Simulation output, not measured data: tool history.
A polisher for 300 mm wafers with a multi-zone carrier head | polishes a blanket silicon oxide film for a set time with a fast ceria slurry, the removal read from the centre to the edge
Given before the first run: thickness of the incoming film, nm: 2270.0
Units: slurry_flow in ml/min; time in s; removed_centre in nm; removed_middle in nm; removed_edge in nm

{"run": 1, "hour": 0.0, "slurry_flow": 270, "centre_zone": 1.0, "middle_zone": 1.0, "edge_zone": 1.0, "time": 35, "removed_centre": 816.01, "removed_middle": 746.28, "removed_edge": 754.28}
{"run": 2, "hour": 8.3, "slurry_flow": 270, "centre_zone": 1.0, "middle_zone": 0.97, "edge_zone": 1.0, "time": 35, "removed_centre": 821.92, "removed_middle": 723.47, "removed_edge": 747.24}
{"run": 3, "hour": 11.7, "slurry_flow": 245, "centre_zone": 0.97, "middle_zone": 0.95, "edge_zone": 0.96, "time": 31, "removed_centre": 700.73, "removed_middle": 622.5, "removed_edge": 657.19}
{"run": 4, "hour": 19.4, "slurry_flow": 225, "centre_zone": 0.95, "middle_zone": 0.94, "edge_zone": 0.93, "time": 28, "removed_centre": 612.8, "removed_middle": 555.11, "removed_edge": 574.34}
{"run": 5, "hour": 21.3, "slurry_flow": 225, "centre_zone": 0.95, "middle_zone": 0.94, "edge_zone": 0.97, "time": 28, "removed_centre": 614.92, "removed_middle": 542.32, "removed_edge": 584.23}
{"run": 6, "hour": 26.6, "slurry_flow": 210, "centre_zone": 0.94, "middle_zone": 0.94, "edge_zone": 0.94, "time": 25, "removed_centre": 536.68, "removed_middle": 498.43, "removed_edge": 509.43}
{"run": 7, "hour": 28.9, "slurry_flow": 210, "centre_zone": 0.91, "middle_zone": 0.84, "edge_zone": 0.84, "time": 16, "removed_centre": 326.28, "removed_middle": 286.45, "removed_edge": 309.2}
{"run": 8, "hour": 29.9, "slurry_flow": 215, "centre_zone": 0.92, "middle_zone": 0.86, "edge_zone": 0.86, "time": 16, "removed_centre": 333.37, "removed_middle": 296.23, "removed_edge": 314.75}
{"run": 9, "hour": 35.4, "slurry_flow": 215, "centre_zone": 0.93, "middle_zone": 0.88, "edge_zone": 0.88, "time": 16, "removed_centre": 336.92, "removed_middle": 295.98, "removed_edge": 321.06}
{"run": 10, "hour": 44.0, "slurry_flow": 215, "centre_zone": 0.95, "middle_zone": 0.92, "edge_zone": 0.9, "time": 16, "removed_centre": 348.34, "removed_middle": 311.1, "removed_edge": 318.62}
{"run": 11, "hour": 49.1, "slurry_flow": 290, "centre_zone": 0.97, "middle_zone": 0.98, "edge_zone": 1.0, "time": 18, "removed_centre": 417.9, "removed_middle": 390.77, "removed_edge": 389.21}
{"run": 12, "hour": 50.0, "slurry_flow": 290, "centre_zone": 0.97, "middle_zone": 0.97, "edge_zone": 0.99, "time": 18, "removed_centre": 413.92, "removed_middle": 378.81, "removed_edge": 386.12}

Expected results for the next run?
{"run": 13, "hour": 58.3, "slurry_flow": 290, "centre_zone": 0.97, "middle_zone": 0.97, "edge_zone": 0.98, "time": 18, "removed_centre": "?", "removed_middle": "?", "removed_edge": "?"}

removed_centre: 413.25 nm
removed_middle: 382.44 nm
removed_edge: 385.07 nm

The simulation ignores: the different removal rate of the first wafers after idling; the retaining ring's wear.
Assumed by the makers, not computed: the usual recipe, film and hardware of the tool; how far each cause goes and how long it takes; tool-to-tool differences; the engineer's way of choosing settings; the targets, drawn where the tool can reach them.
